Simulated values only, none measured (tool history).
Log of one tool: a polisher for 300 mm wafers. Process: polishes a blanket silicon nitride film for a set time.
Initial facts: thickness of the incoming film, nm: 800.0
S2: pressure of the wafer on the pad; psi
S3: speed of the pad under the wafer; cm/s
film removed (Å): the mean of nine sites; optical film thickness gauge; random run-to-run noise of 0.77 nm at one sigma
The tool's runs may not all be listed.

{"run": 1, "hour": 0.0, "flow of slurry (ml/min)": 135, "S2": 4.5, "S3": 102, "polishing time (s)": 46, "film removed (Å)": 1098.2}
{"run": 2, "hour": 6.5, "flow of slurry (ml/min)": 125, "S2": 4.5, "S3": 102, "polishing time (s)": 46, "film removed (Å)": 1088.6}
{"run": 3, "hour": 12.4, "flow of slurry (ml/min)": 125, "S2": 4.5, "S3": 102, "polishing time (s)": 46, "film removed (Å)": 1086.7}
{"run": 4, "hour": 15.5, "flow of slurry (ml/min)": 125, "S2": 4.5, "S3": 128, "polishing time (s)": 46, "film removed (Å)": 1306.9}
{"run": 5, "hour": 21.1, "flow of slurry (ml/min)": 125, "S2": 4.5, "S3": 118, "polishing time (s)": 46, "film removed (Å)": 1227.8}
{"run": 6, "hour": 23.8, "flow of slurry (ml/min)": 125, "S2": 4.5, "S3": 140, "polishing time (s)": 46, "film removed (Å)": 1383.9}
{"run": 7, "hour": 32.3, "flow of slurry (ml/min)": 125, "S2": 3.9, "S3": 132, "polishing time (s)": 45, "film removed (Å)": 1201.7}

Run 8 has not been measured yet. What should we expect?
{"run": 8, "hour": 33.3, "flow of slurry (ml/min)": 115, "S2": 2.6, "S3": 104, "polishing time (s)": 41, "film removed (Å)": "?"}

Run 8 gave film removed (Å) 695.49.
